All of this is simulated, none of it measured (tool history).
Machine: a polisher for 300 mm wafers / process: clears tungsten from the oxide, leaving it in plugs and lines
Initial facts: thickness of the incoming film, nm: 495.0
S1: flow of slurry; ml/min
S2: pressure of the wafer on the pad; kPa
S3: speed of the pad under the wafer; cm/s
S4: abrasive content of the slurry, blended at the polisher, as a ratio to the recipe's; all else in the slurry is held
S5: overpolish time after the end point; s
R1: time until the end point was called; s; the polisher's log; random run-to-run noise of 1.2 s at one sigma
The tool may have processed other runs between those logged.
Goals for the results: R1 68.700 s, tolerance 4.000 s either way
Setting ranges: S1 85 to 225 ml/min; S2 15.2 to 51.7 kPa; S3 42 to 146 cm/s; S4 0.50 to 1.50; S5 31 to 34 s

run    day   S1    S2   S3    S4  S5       R1
  1  0.000  145  33.1   94  1.00  31  102.620
  2  0.354  145  33.1   94  0.85  31  107.880
  3  0.596  145  26.9   94  0.85  31  126.930
  4  0.971  145  33.1   96  0.85  31  107.650
  5  1.071  145  33.1   96  0.75  31  108.890
  6  1.400  145  33.1   96  0.85  31  104.000
  7  1.704  145  37.2   98  0.85  31   95.605
  8  1.733  145  41.4  100  0.85  31   84.831
  9  1.846  145  44.1  102  0.85  31   77.354
 10  1.917  145  45.5  102  0.85  31   78.240

Consider the 4 candidate settings below. Which is the only one whose results all fall within their allowed miss of target?
  A  1.988  150  42.1   94  0.75  31   ?
  B  1.988  145  40.7  116  0.70  31   ?
  C  1.988  200  39.3  108  0.85  34   ?
  D  1.988  140  49.0  110  0.80  31   ?

move      R1
   A  90.652
   B  77.912
   C  77.607
   D  67.931
A: lands further from the targets than the last run did
B: as far off as the last run
C: an improvement on the last run, though not all results are within tolerance
D: meets every target
The move that meets every target is D.

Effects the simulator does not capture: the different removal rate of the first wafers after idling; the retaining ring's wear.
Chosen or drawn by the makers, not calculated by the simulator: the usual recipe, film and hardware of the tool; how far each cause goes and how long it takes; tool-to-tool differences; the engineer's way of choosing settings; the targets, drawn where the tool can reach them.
